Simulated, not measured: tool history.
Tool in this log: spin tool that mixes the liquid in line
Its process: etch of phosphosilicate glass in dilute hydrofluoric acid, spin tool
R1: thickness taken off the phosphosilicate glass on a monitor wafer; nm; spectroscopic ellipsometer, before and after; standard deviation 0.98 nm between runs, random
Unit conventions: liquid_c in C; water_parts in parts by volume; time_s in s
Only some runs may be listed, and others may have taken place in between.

{"run": 1, "hour": 0.0, "liquid_c": 24, "water_parts": 45, "time_s": 45, "R1": 83.837}
{"run": 2, "hour": 8.2, "liquid_c": 24, "water_parts": 50, "time_s": 45, "R1": 75.768}
{"run": 3, "hour": 12.5, "liquid_c": 26.5, "water_parts": 45, "time_s": 45, "R1": 92.955}
{"run": 4, "hour": 17.7, "liquid_c": 28, "water_parts": 40, "time_s": 45, "R1": 111.45}
{"run": 5, "hour": 22.9, "liquid_c": 29, "water_parts": 35, "time_s": 45, "R1": 136.03}
{"run": 6, "hour": 23.8, "liquid_c": 29, "water_parts": 35, "time_s": 50, "R1": 149.74}
{"run": 7, "hour": 27.1, "liquid_c": 29, "water_parts": 35, "time_s": 50, "R1": 149.52}
{"run": 8, "hour": 27.7, "liquid_c": 29.5, "water_parts": 35, "time_s": 50, "R1": 153.93}
{"run": 9, "hour": 30.1, "liquid_c": 30, "water_parts": 35, "time_s": 50, "R1": 157.15}

Run 10 comes next. What will it give?
{"run": 10, "hour": 36.4, "liquid_c": 30.5, "water_parts": 35, "time_s": 50, "R1": "?"}

Logged for run 10: R1 159.64 nm.

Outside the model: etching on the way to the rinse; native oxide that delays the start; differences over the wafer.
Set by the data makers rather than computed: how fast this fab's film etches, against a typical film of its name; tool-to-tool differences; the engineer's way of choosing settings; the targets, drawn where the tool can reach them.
